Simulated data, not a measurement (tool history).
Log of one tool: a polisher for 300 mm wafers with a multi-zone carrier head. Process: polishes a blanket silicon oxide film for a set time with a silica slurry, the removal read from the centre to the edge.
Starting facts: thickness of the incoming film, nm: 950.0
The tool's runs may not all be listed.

| run | hour | flow of slurry (ml/min) | pressure of the head's centre zone | pressure of the head's middle zone | pressure of the head's edge zone | abrasive content of the slurry | polishing time (s) | film removed at the wafer's centre (nm) | film removed at mid-radius (nm) | film removed at the wafer's edge (nm) |
|---|---|---|---|---|---|---|---|---|---|---|
| 1 | 0 | 125 | 1 | 1 | 1 | 1 | 54 | 215.92 | 224.15 | 217.46 |
| 2 | 5 | 125 | 1 | 1 | 1 | 1 | 49 | 196 | 201.7 | 194.56 |
| 3 | 9.3 | 135 | 1.02 | 1.02 | 1.04 | 1.05 | 49 | 212.47 | 216.32 | 204.58 |
| 4 | 15 | 135 | 1.02 | 1.02 | 1.1 | 1.05 | 49 | 210.52 | 212.62 | 215.71 |
| 5 | 22.3 | 135 | 1.02 | 1.08 | 1.1 | 1.05 | 49 | 210.32 | 222.5 | 210.56 |
| 6 | 25.8 | 135 | 1.02 | 1.08 | 1.1 | 1.05 | 37 | 158.82 | 168.66 | 162.25 |
| 7 | 34.6 | 140 | 1.03 | 1.08 | 1.12 | 1.15 | 39 | 178.62 | 188.86 | 179.23 |

What will run 8 give?
| 8 | 41.1 | 145 | 1.04 | 1.07 | 1.14 | 1.25 | 41 | ? | ? | ? |

film removed at the wafer's centre (nm): 199.45
film removed at mid-radius (nm): 203.34
film removed at the wafer's edge (nm): 199.32
